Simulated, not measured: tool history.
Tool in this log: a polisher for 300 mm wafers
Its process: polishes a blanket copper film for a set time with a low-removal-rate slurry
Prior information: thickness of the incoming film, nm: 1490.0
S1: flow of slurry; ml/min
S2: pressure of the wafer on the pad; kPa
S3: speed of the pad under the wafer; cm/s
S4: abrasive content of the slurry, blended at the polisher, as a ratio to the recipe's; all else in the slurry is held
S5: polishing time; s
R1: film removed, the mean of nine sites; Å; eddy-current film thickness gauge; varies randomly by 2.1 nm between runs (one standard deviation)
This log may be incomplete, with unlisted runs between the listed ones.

run,hour,S1,S2,S3,S4,S5,R1
1,0.0,275,23.4,84,1.0,56,1584.8
2,8.5,275,24.1,84,1.0,56,1665.7
3,14.0,275,24.8,84,1.0,56,1723.7
4,16.8,275,24.8,84,1.0,56,1659.7
5,21.1,275,20.0,84,1.0,56,1363.4
6,27.1,275,14.5,84,1.0,56,983.6
7,28.7,275,16.5,84,1.0,56,1134.0
8,31.4,275,18.6,84,1.0,56,1292.0
9,39.4,275,20.0,84,1.0,56,1369.4

Expected results for the next run?
10,40.6,275,21.4,84,1.0,56,?

For run 10 the tool returned R1 1430.0 Å.
